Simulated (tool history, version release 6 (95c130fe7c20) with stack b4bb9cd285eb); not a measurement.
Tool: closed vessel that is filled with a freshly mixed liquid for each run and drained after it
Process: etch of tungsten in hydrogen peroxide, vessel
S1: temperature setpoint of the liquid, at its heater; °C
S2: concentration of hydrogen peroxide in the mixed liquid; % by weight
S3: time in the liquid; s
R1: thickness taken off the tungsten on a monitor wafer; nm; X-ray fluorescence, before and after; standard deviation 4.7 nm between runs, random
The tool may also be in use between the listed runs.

{"run": 1, "hour": 0.0, "S1": 51.0, "S2": 18, "S3": 105, "R1": 322.15}
{"run": 2, "hour": 1.4, "S1": 54.5, "S2": 18, "S3": 105, "R1": 396.09}
{"run": 3, "hour": 8.4, "S1": 58.5, "S2": 18, "S3": 105, "R1": 502.16}
{"run": 4, "hour": 17.0, "S1": 59.5, "S2": 18, "S3": 105, "R1": 532.48}
{"run": 5, "hour": 23.4, "S1": 59.5, "S2": 18, "S3": 105, "R1": 537.3}
{"run": 6, "hour": 26.2, "S1": 60.5, "S2": 18, "S3": 105, "R1": 563.15}
{"run": 7, "hour": 33.6, "S1": 61.0, "S2": 18, "S3": 105, "R1": 579.35}

Forecast run 8:
{"run": 8, "hour": 37.1, "S1": 61.5, "S2": 18, "S3": 105, "R1": "?"}

R1: 609.29 nm
